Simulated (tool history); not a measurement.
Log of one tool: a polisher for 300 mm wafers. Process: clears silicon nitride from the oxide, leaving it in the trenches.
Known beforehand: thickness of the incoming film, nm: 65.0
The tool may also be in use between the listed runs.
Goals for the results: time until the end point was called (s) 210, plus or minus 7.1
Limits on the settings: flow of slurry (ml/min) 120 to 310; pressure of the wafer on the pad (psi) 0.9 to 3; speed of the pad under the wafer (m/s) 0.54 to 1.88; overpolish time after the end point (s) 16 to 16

| run | hour | flow of slurry (ml/min) | pressure of the wafer on the pad (psi) | speed of the pad under the wafer (m/s) | overpolish time after the end point (s) | time until the end point was called (s) |
|---|---|---|---|---|---|---|
| 1 | 0 | 200 | 1.9 | 1.2 | 16 | 108.4 |
| 2 | 8.4 | 200 | 1.9 | 0.9 | 16 | 146.06 |
| 3 | 10.6 | 200 | 2.1 | 0.9 | 16 | 130.13 |
| 4 | 17.2 | 200 | 1.9 | 0.9 | 16 | 143.79 |
| 5 | 24.4 | 200 | 1.8 | 0.9 | 16 | 151.46 |
| 6 | 31.1 | 170 | 1.8 | 0.9 | 16 | 152.34 |
| 7 | 38.9 | 170 | 1.7 | 0.9 | 16 | 164.54 |
| 8 | 41.7 | 170 | 1.6 | 0.9 | 16 | 171 |
| 9 | 44.4 | 170 | 1.5 | 0.9 | 16 | 180.51 |
| 10 | 46.4 | 170 | 1.5 | 0.9 | 16 | 183.58 |
| 11 | 48.5 | 170 | 1.4 | 0.9 | 16 | 193.96 |
| 12 | 54.8 | 165 | 1.2 | 0.9 | 16 | 226.2 |

Which of these 5 next moves meets every target?
| A | 61.1 | 180 | 1.6 | 0.8 | 16 | ? |
| B | 61.1 | 160 | 1.1 | 0.88 | 16 | ? |
| C | 61.1 | 155 | 1.4 | 0.92 | 16 | ? |
| D | 61.1 | 160 | 1.4 | 0.94 | 16 | ? |
| E | 61.1 | 125 | 1 | 1.22 | 16 | ? |

| move | time until the end point was called (s) |
|---|---|
| A | 191.36 |
| B | 253.57 |
| C | 193.77 |
| D | 189.06 |
| E | 209.14 |
A: carries the result that was furthest off beyond its target, to the other side
B: misses by more than the last run did
C: carries the result that was furthest off beyond its target, to the other side
D: carries the result that was furthest off beyond its target, to the other side
E: meets every target
E is the move that brings every result within its allowed miss.
